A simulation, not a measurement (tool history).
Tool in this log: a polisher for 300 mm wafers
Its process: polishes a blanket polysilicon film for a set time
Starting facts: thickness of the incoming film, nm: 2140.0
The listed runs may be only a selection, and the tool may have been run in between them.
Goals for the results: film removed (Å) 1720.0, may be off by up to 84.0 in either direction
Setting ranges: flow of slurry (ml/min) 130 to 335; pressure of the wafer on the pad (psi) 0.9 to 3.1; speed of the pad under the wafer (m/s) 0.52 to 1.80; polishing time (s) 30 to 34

| run | day | flow of slurry (ml/min) | pressure of the wafer on the pad (psi) | speed of the pad under the wafer (m/s) | polishing time (s) | film removed (Å) |
|---|---|---|---|---|---|---|
| 1 | 0.000 | 215 | 2.0 | 1.16 | 34 | 2291.3 |
| 2 | 0.088 | 215 | 2.2 | 1.16 | 34 | 2461.3 |
| 3 | 0.121 | 245 | 2.2 | 1.16 | 34 | 2470.2 |
| 4 | 0.321 | 245 | 2.2 | 1.16 | 34 | 2480.5 |
| 5 | 0.425 | 245 | 2.0 | 1.14 | 34 | 2288.3 |
| 6 | 0.471 | 245 | 2.0 | 1.30 | 34 | 2671.4 |
| 7 | 0.667 | 245 | 1.8 | 1.28 | 34 | 2418.9 |
| 8 | 0.958 | 245 | 1.6 | 1.26 | 34 | 2070.1 |
| 9 | 1.021 | 245 | 1.6 | 1.26 | 34 | 2110.2 |
| 10 | 1.046 | 245 | 1.5 | 1.26 | 34 | 2055.0 |
| 11 | 1.067 | 245 | 1.4 | 1.26 | 34 | 1942.6 |
| 12 | 1.154 | 245 | 1.3 | 1.26 | 34 | 1893.2 |

Pick the move, out of 4, that brings all results within their allowed miss; only one does.
| A | 1.242 | 250 | 1.8 | 0.90 | 34 | ? |
| B | 1.242 | 210 | 1.5 | 1.12 | 30 | ? |
| C | 1.242 | 310 | 1.2 | 1.28 | 30 | ? |
| D | 1.242 | 240 | 1.1 | 1.18 | 34 | ? |

| move | film removed (Å) |
|---|---|
| A | 1660.9 |
| B | 1554.3 |
| C | 1567.0 |
| D | 1514.2 |
A: meets every target
B: pushes the last run's worst result past its target
C: pushes the last run's worst result past its target
D: pushes the last run's worst result past its target
The move that meets every target is A.

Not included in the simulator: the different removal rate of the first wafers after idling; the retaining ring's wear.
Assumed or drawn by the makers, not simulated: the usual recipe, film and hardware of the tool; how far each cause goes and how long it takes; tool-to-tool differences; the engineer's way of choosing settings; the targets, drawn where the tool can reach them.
